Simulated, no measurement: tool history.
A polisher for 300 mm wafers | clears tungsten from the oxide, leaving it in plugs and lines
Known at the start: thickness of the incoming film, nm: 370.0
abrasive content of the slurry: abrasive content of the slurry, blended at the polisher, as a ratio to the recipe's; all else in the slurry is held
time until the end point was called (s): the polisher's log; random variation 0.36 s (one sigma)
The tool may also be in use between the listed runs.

run  hour  flow of slurry (ml/min)  pressure of the wafer on the pad (kPa)  speed of the pad under the wafer (cm/s)  abrasive content of the slurry  overpolish time after the end point (s)  time until the end point was called (s)
  1   0.0                      160                                    31.0                                      138                            1.00                                       23                                   49.697
  2   7.5                      160                                    31.0                                      138                            1.10                                       23                                   48.373
  3  12.0                      160                                    37.2                                      138                            1.10                                       23                                   41.116
  4  20.8                      160                                    37.2                                      138                            0.95                                       23                                   40.682
  5  24.5                      160                                    37.2                                      138                            0.95                                       25                                   42.841
  6  27.3                      160                                    40.0                                      144                            0.95                                       25                                   37.263
  7  35.8                      160                                    42.1                                      148                            0.95                                       25                                   34.700
  8  39.0                      160                                    43.4                                      152                            0.95                                       25                                   33.141

Forecast run 9:
  9  44.2                      160                                    44.8                                      158                            0.95                                       25                                        ?

Run 9 gave time until the end point was called (s) 30.568.

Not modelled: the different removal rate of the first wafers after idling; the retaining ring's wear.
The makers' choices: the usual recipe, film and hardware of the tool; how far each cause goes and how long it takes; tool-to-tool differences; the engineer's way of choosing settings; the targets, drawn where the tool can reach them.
